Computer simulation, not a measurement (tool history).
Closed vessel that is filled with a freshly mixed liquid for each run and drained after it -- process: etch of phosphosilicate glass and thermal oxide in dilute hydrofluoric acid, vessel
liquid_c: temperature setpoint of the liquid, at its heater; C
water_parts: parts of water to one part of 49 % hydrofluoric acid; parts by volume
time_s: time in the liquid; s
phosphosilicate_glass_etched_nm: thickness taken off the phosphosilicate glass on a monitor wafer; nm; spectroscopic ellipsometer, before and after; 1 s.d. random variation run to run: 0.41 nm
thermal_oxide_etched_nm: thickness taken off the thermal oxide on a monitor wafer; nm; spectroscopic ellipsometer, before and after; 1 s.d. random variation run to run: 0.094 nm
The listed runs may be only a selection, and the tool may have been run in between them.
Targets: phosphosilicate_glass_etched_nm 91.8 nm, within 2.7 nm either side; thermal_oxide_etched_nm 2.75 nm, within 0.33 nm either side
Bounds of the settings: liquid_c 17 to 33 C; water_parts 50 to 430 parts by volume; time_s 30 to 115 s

| run | hour | liquid_c | water_parts | time_s | phosphosilicate_glass_etched_nm | thermal_oxide_etched_nm |
|---|---|---|---|---|---|---|
| 1 | 0 | 25 | 240 | 60 | 34.732 | 1.1117 |
| 2 | 1.1 | 23 | 240 | 60 | 32.278 | 1.0365 |
| 3 | 3.9 | 26 | 240 | 60 | 36.16 | 1.0746 |
| 4 | 8.9 | 26.5 | 210 | 60 | 43.183 | 1.3815 |
|  | 15.6 | thermometer replaced |
| 5 | 15.6 | 26.5 | 210 | 85 | 63.734 | 1.8853 |
| 6 | 22 | 27.5 | 205 | 85 | 67.6 | 2.1006 |
| 7 | 25.7 | 28.5 | 200 | 85 | 72.567 | 2.1673 |
| 8 | 27 | 31.5 | 170 | 85 | 98.195 | 2.8888 |
| 9 | 34.5 | 31 | 170 | 85 | 95.98 | 2.7874 |

Exactly one of the 4 candidate moves below puts every result within its allowed miss. Which one?
| A | 42 | 33 | 155 | 75 | ? | ? |
| B | 42 | 27 | 120 | 70 | ? | ? |
| C | 42 | 32.5 | 165 | 80 | ? | ? |
| D | 42 | 33 | 180 | 80 | ? | ? |

| move | phosphosilicate_glass_etched_nm | thermal_oxide_etched_nm |
|---|---|---|
| A | 101.92 | 3.1491 |
| B | 103.54 | 3.1991 |
| C | 99.004 | 3.0591 |
| D | 90.473 | 2.7955 |
A: its largest miss is bigger than the last run's
B: its largest miss is bigger than the last run's
C: its largest miss is bigger than the last run's
D: every result lands within tolerance
So the answer is move D, the one that meets all the targets.
